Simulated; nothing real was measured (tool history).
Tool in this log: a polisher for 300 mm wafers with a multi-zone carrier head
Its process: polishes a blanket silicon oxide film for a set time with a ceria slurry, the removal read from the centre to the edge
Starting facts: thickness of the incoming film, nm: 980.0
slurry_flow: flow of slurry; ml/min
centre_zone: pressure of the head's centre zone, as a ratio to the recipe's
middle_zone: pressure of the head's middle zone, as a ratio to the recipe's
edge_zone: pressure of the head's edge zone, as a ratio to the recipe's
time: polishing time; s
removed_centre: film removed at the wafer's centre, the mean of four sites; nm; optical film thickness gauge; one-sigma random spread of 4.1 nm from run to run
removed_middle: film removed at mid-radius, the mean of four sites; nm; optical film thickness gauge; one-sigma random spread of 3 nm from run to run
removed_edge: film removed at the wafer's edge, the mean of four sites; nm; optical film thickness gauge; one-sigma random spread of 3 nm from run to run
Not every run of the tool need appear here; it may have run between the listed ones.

run	hour	slurry_flow	centre_zone	middle_zone	edge_zone	time	removed_centre	removed_middle	removed_edge
1	0.0	155	1.00	1.00	1.00	58	368.14	365.57	370.27
2	5.4	155	1.00	1.00	0.93	58	360.01	363.35	352.21
3	7.5	155	1.00	1.00	0.93	66	408.36	410.16	410.12
4	8.7	160	1.00	1.00	0.94	66	407.61	410.03	407.82
5	14.7	160	1.00	1.00	0.95	66	412.14	417.39	413.19
6	23.5	160	1.00	1.00	0.96	66	413.28	408.10	413.98
7	30.7	160	0.99	1.00	0.97	66	412.54	410.43	411.64

What will run 8 give?
8	35.4	155	0.98	1.01	0.99	66	?	?	?

{"run 8": {"removed_centre": 407.13, "removed_middle": 412.61, "removed_edge": 416.12}}
